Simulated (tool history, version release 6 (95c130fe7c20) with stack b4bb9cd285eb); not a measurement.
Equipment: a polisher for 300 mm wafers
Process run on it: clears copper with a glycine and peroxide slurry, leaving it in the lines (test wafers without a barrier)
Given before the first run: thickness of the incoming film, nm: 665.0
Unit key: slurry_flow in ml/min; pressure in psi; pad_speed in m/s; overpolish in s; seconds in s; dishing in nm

| run | day | slurry_flow | pressure | pad_speed | overpolish | seconds | dishing |
|---|---|---|---|---|---|---|---|
| 1 | 0 | 285 | 2.2 | 0.96 | 27 | 166.37 | 61.384 |
| 2 | 0.229 | 285 | 2.2 | 1.12 | 27 | 141.8 | 66.272 |
| 3 | 0.296 | 255 | 1.9 | 1.06 | 22 | 170.58 | 47.912 |
| 4 | 0.454 | 255 | 1.9 | 1.2 | 22 | 152.98 | 53.316 |
| 5 | 0.817 | 255 | 1.8 | 1.08 | 19 | 175.42 | 42.689 |
| 6 | 1.162 | 255 | 1.8 | 1.24 | 19 | 157.2 | 45.457 |
| 7 | 1.346 | 250 | 1.7 | 1.14 | 17 | 172.95 | 37.992 |
| 8 | 1.525 | 245 | 1.5 | 1.06 | 16 | 209.34 | 31.586 |
| 9 | 1.846 | 250 | 1 | 0.96 | 11 | 285.16 | 16.812 |
| 10 | 2.175 | 245 | 1.1 | 0.94 | 12 | 279.69 | 19.146 |
| 11 | 2.354 | 235 | 1.4 | 0.86 | 15 | 248.97 | 25.237 |
| 12 | 2.588 | 250 | 1.4 | 0.86 | 15 | 241.62 | 25.098 |
| 13 | 2.742 | 240 | 1.1 | 0.84 | 14 | 291.11 | 20.591 |
| 14 | 2.883 | 240 | 1.1 | 0.84 | 14 | 295.36 | 20.808 |
| 15 | 3.167 | 230 | 1.1 | 0.84 | 14 | 304.09 | 20.618 |
| 16 | 3.304 | 230 | 1.2 | 0.84 | 14 | 279.4 | 21.647 |

The next listed run, before its measurement:
| 17 | 3.625 | 225 | 1.2 | 0.84 | 14 | ? | ? |

Run 17 gave seconds 289.62 s, dishing 21.424 nm.
